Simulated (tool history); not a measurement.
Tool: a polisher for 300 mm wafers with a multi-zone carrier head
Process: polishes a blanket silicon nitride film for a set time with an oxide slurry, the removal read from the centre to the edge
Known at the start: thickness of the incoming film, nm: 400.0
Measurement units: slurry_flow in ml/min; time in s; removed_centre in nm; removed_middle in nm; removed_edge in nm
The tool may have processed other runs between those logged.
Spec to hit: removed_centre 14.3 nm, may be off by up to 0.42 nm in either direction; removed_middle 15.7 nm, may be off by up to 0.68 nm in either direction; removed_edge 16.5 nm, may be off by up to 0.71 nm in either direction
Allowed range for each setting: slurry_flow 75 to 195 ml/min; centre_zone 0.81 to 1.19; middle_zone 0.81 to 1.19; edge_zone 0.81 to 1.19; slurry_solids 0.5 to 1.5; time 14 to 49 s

Run 1, hour 0: slurry_flow 125 ml/min, centre_zone 1, middle_zone 1, edge_zone 1, slurry_solids 1, time 31 s. Result: removed_centre 20.729 nm, removed_middle 21.306 nm, removed_edge 20.91 nm.
Run 2, hour 5.3: slurry_flow 120 ml/min, centre_zone 0.98, middle_zone 0.98, edge_zone 0.98, slurry_solids 0.95, time 31 s. Result: removed_centre 19.582 nm, removed_middle 20.529 nm, removed_edge 19.849 nm.
Run 3, hour 11.1: slurry_flow 120 ml/min, centre_zone 0.91, middle_zone 0.98, edge_zone 0.98, slurry_solids 0.95, time 31 s. Result: removed_centre 18.812 nm, removed_middle 20.857 nm, removed_edge 19.917 nm.
Run 4, hour 17.1: slurry_flow 120 ml/min, centre_zone 0.99, middle_zone 0.98, edge_zone 0.98, slurry_solids 0.95, time 31 s. Result: removed_centre 19.761 nm, removed_middle 20.037 nm, removed_edge 19.966 nm.
Run 5, hour 24.6: slurry_flow 115 ml/min, centre_zone 0.97, middle_zone 0.97, edge_zone 0.98, slurry_solids 0.9, time 31 s. Result: removed_centre 18.885 nm, removed_middle 19.769 nm, removed_edge 19.415 nm.
Run 6, hour 31.6: slurry_flow 110 ml/min, centre_zone 0.95, middle_zone 0.95, edge_zone 0.98, slurry_solids 0.85, time 31 s. Result: removed_centre 17.774 nm, removed_middle 18.902 nm, removed_edge 18.605 nm.
Run 7, hour 36.4: slurry_flow 105 ml/min, centre_zone 0.94, middle_zone 0.93, edge_zone 0.98, slurry_solids 0.85, time 31 s. Result: removed_centre 17.574 nm, removed_middle 18.184 nm, removed_edge 18.478 nm.
Run 8, hour 40.4: slurry_flow 100 ml/min, centre_zone 0.92, middle_zone 0.92, edge_zone 0.98, slurry_solids 0.85, time 31 s. Result: removed_centre 16.964 nm, removed_middle 17.868 nm, removed_edge 18.258 nm.
Run 9, hour 48.8: slurry_flow 95 ml/min, centre_zone 0.91, middle_zone 0.91, edge_zone 0.98, slurry_solids 0.85, time 31 s. Result: removed_centre 16.581 nm, removed_middle 17.195 nm, removed_edge 17.873 nm.
Run 10, hour 51.6: slurry_flow 90 ml/min, centre_zone 0.9, middle_zone 0.91, edge_zone 0.98, slurry_solids 0.85, time 31 s. Result: removed_centre 16.061 nm, removed_middle 16.82 nm, removed_edge 18.134 nm.
Run 11, hour 55.8: slurry_flow 90 ml/min, centre_zone 0.9, middle_zone 0.91, edge_zone 0.98, slurry_solids 0.85, time 31 s. Result: removed_centre 16.115 nm, removed_middle 17.296 nm, removed_edge 17.446 nm.

Pick the move, out of 4, that brings all results within their allowed miss; only one does.
Run A, hour 60: slurry_flow 100 ml/min, centre_zone 0.97, middle_zone 0.81, edge_zone 1.12, slurry_solids 0.75, time 32 s. Result: removed_centre ?, removed_middle ?, removed_edge ?.
Run B, hour 60: slurry_flow 75 ml/min, centre_zone 0.86, middle_zone 1.04, edge_zone 0.89, slurry_solids 0.8, time 32 s. Result: removed_centre ?, removed_middle ?, removed_edge ?.
Run C, hour 60: slurry_flow 100 ml/min, centre_zone 1.09, middle_zone 0.82, edge_zone 0.88, slurry_solids 0.85, time 29 s. Result: removed_centre ?, removed_middle ?, removed_edge ?.
Run D, hour 60: slurry_flow 75 ml/min, centre_zone 0.89, middle_zone 0.94, edge_zone 0.97, slurry_solids 0.8, time 31 s. Result: removed_centre ?, removed_middle ?, removed_edge ?.

move  removed_centre  removed_middle  removed_edge
   A          16.872          15.987        18.526
   B           14.28          17.302        16.357
   C          17.523          15.546        16.391
   D          14.107          15.705        16.343
A: moves away from the targets compared with the last run
B: the furthest-off result lands on target, but another misses its tolerance
C: moves away from the targets compared with the last run
D: in spec on every target
So the answer is move D, the one that meets all the targets.
